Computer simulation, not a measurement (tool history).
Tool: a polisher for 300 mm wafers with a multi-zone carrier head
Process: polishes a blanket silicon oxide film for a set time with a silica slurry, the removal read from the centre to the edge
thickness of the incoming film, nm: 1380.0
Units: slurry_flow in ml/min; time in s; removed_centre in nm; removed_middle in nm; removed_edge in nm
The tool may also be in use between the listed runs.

run	day	slurry_flow	centre_zone	middle_zone	edge_zone	slurry_solids	time	removed_centre	removed_middle	removed_edge
1	0	150	1	1	1	1	81	350.77	343.33	362.04
2	0.079	140	0.97	0.97	0.98	0.85	77	298.66	301.31	314.64
3	0.267	140	0.97	0.97	0.98	0.65	77	280.16	275.25	290.08
4	0.429	140	0.97	0.97	0.98	0.8	77	296.9	301.12	306.66
5	0.454	140	0.97	0.97	0.93	0.8	77	300.25	297.92	301.69
6	0.562	135	0.95	0.93	0.95	0.7	74	262.92	266.06	280.79
7	0.838	130	0.94	0.91	0.95	0.65	71	248.32	241.87	263.26

Run 8 comes next. What will it give?
8	1.208	125	0.92	0.89	0.94	0.6	70	?	?	?

removed_centre: 227.88 nm
removed_middle: 225.23 nm
removed_edge: 251.49 nm

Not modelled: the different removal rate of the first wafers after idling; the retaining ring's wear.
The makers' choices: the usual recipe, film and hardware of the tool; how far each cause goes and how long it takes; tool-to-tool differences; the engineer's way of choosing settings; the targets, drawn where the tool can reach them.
